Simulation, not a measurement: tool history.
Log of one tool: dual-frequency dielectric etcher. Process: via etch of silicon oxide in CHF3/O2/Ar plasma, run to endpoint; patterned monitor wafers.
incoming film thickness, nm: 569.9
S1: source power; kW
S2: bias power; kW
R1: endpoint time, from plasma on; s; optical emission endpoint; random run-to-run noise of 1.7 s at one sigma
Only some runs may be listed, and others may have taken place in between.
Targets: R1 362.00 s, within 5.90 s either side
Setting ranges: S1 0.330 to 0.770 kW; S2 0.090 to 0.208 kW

Run 1, hour 0.0: S1 0.550 kW, S2 0.149 kW. Result: R1 336.54 s.
Run 2, hour 7.7: S1 0.640 kW, S2 0.149 kW. Result: R1 307.92 s.
Run 3, hour 10.9: S1 0.640 kW, S2 0.136 kW. Result: R1 320.13 s.
Run 4, hour 18.2: S1 0.620 kW, S2 0.135 kW. Result: R1 324.78 s.
Run 5, hour 25.7: S1 0.600 kW, S2 0.134 kW. Result: R1 330.63 s.
Run 6, hour 34.5: S1 0.590 kW, S2 0.134 kW. Result: R1 336.07 s.
Run 7, hour 37.1: S1 0.580 kW, S2 0.134 kW. Result: R1 337.01 s.
Run 8, hour 38.6: S1 0.570 kW, S2 0.134 kW. Result: R1 341.69 s.
Run 9, hour 43.4: S1 0.490 kW, S2 0.131 kW. Result: R1 373.62 s.

4 next moves are on the table. One of them brings every result within its allowed miss. Which?
Run A, hour 48.2: S1 0.480 kW, S2 0.130 kW. Result: R1 ?.
Run B, hour 48.2: S1 0.510 kW, S2 0.145 kW. Result: R1 ?.
Run C, hour 48.2: S1 0.450 kW, S2 0.145 kW. Result: R1 ?.
Run D, hour 48.2: S1 0.520 kW, S2 0.128 kW. Result: R1 ?.

move      R1
   A  376.52
   B  349.13
   C  373.22
   D  363.09
A: misses by more than the last run did
B: takes the result that was furthest off past its target
C: just as far off the targets as the last run
D: meets every target
Correct choice: D, which meets every target
